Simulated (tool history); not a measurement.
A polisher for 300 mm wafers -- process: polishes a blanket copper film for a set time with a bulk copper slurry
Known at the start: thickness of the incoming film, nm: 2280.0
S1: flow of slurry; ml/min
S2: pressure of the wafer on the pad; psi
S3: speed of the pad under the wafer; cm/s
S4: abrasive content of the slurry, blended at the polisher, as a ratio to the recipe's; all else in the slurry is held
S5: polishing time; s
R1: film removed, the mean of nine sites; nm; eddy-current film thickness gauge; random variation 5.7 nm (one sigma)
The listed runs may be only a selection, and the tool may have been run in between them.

Run 1, hour 0: S1 205 ml/min, S2 3.1 psi, S3 126 cm/s, S4 1, S5 82 s. Result: R1 892.89 nm.
Run 2, hour 3.4: S1 205 ml/min, S2 3.1 psi, S3 152 cm/s, S4 1, S5 82 s. Result: R1 1052 nm.
Run 3, hour 10.5: S1 205 ml/min, S2 2.9 psi, S3 152 cm/s, S4 1, S5 82 s. Result: R1 1011.8 nm.
Run 4, hour 13.4: S1 205 ml/min, S2 2.9 psi, S3 126 cm/s, S4 1, S5 82 s. Result: R1 835.07 nm.
Run 5, hour 14.9: S1 230 ml/min, S2 2.9 psi, S3 126 cm/s, S4 1, S5 82 s. Result: R1 859.73 nm.
Run 6, hour 17.9: S1 220 ml/min, S2 2.9 psi, S3 126 cm/s, S4 1, S5 82 s. Result: R1 846.39 nm.
Run 7, hour 20.6: S1 215 ml/min, S2 2.9 psi, S3 126 cm/s, S4 1, S5 82 s. Result: R1 838.59 nm.
Run 8, hour 25.9: S1 210 ml/min, S2 2.9 psi, S3 126 cm/s, S4 1, S5 82 s. Result: R1 845.45 nm.
Run 9, hour 33.8: S1 205 ml/min, S2 2.8 psi, S3 126 cm/s, S4 1, S5 82 s. Result: R1 825.91 nm.
Run 10, hour 40.7: S1 205 ml/min, S2 2.8 psi, S3 126 cm/s, S4 1, S5 82 s. Result: R1 827.67 nm.

Predict the results of run 11:
Run 11, hour 48.2: S1 205 ml/min, S2 2.7 psi, S3 126 cm/s, S4 1, S5 82 s. Result: R1 ?.

{"run 11": {"R1": 792.18}}

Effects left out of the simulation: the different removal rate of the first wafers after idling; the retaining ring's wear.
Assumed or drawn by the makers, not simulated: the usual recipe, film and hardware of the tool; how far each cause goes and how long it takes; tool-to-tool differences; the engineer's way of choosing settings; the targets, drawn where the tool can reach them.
